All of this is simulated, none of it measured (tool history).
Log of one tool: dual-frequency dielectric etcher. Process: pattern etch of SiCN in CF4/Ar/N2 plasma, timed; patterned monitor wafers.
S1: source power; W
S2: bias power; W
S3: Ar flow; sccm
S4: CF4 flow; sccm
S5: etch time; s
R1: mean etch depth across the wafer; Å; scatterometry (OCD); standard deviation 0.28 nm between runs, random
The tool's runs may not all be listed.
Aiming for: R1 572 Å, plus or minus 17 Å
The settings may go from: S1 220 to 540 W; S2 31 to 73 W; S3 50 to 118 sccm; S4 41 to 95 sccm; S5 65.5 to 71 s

run  hour   S1  S2  S3  S4  S5      R1
  1     0  380  52  84  68  71  466.48
  2     6  400  52  84  68  71  483.68
  3  12.4  400  44  84  68  71  457.26
  4  18.7  420  44  84  68  71  475.03
  5  26.3  420  53  84  68  71  501.54
  6  32.1  430  53  84  68  71  510.68
  7  36.5  440  53  84  68  71  524.43
  8  41.4  450  53  84  68  71   530.7
  9  47.4  460  53  84  68  71  540.07
 10  51.8  470  53  84  68  71  546.97

Below are 4 possible settings for the next run. Only one of them brings all results inside the allowed miss of their targets. Which is it?
  A  56.2  500  50  89  79    71   ?
  B  56.2  460  54  90  78    70   ?
  C  56.2  450  52  83  72  68.5   ?
  D  56.2  460  50  85  79  65.5   ?

move      R1
   A  576.42
   B  542.52
   C   515.2
   D  501.13
A: all results land within tolerance of their targets
B: further off than the last run
C: further off than the last run
D: further off than the last run
Move A is the one to make.

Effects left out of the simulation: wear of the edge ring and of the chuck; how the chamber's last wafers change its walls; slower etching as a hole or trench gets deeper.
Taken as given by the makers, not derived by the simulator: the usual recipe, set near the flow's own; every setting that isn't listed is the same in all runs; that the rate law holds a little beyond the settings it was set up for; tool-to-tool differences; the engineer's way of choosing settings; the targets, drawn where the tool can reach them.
